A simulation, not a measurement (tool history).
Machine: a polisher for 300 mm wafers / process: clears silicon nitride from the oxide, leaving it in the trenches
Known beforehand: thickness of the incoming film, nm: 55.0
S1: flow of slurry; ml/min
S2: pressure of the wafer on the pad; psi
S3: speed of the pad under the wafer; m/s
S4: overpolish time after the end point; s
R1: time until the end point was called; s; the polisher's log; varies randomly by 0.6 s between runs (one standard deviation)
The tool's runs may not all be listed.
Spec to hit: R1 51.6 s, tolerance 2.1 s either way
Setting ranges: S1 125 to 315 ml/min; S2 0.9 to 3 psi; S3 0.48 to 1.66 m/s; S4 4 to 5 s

run 1 hour=0 | S1=205 S2=1.9 S3=1.06 S4=5 | R1=84.138
run 2 hour=4 | S1=205 S2=1.9 S3=0.82 S4=5 | R1=106.84
run 3 hour=8.9 | S1=205 S2=1.9 S3=0.72 S4=5 | R1=121.04
run 4 hour=14.9 | S1=235 S2=1.9 S3=0.72 S4=5 | R1=118.58
run 5 hour=21.5 | S1=235 S2=1.7 S3=0.72 S4=5 | R1=130.1
run 6 hour=22.8 | S1=235 S2=1.7 S3=0.72 S4=5 | R1=130.8
run 7 hour=26.8 | S1=235 S2=1.7 S3=0.72 S4=5 | R1=129.88
run 8 hour=33.1 | S1=235 S2=2 S3=0.78 S4=5 | R1=108.74
run 9 hour=41.3 | S1=235 S2=2.2 S3=0.86 S4=5 | R1=93.196
run 10 hour=49.3 | S1=235 S2=2.4 S3=0.92 S4=5 | R1=81.275
run 11 hour=52.6 | S1=235 S2=2.4 S3=0.92 S4=5 | R1=79.906
run 12 hour=56.3 | S1=235 S2=2.5 S3=0.96 S4=5 | R1=74.177
run 13 hour=58.8 | S1=235 S2=2.6 S3=1 S4=5 | R1=69.676
run 14 hour=67 | S1=235 S2=2.7 S3=1.04 S4=5 | R1=65.825

Which of these 4 next moves meets every target?
run A hour=75.2 | S1=210 S2=2.7 S3=1.32 S4=4 | R1=?
run B hour=75.2 | S1=185 S2=3 S3=0.82 S4=5 | R1=?
run C hour=75.2 | S1=215 S2=2.6 S3=1.14 S4=5 | R1=?
run D hour=75.2 | S1=180 S2=2.7 S3=1.52 S4=4 | R1=?

move=A R1=51.911
move=B R1=76.707
move=C R1=61.514
move=D R1=45.856
A: in spec on every target
B: further off than the last run
C: gains on the last run, yet a result remains outside its allowed miss
D: takes the result that was furthest off past its target
Answer: A
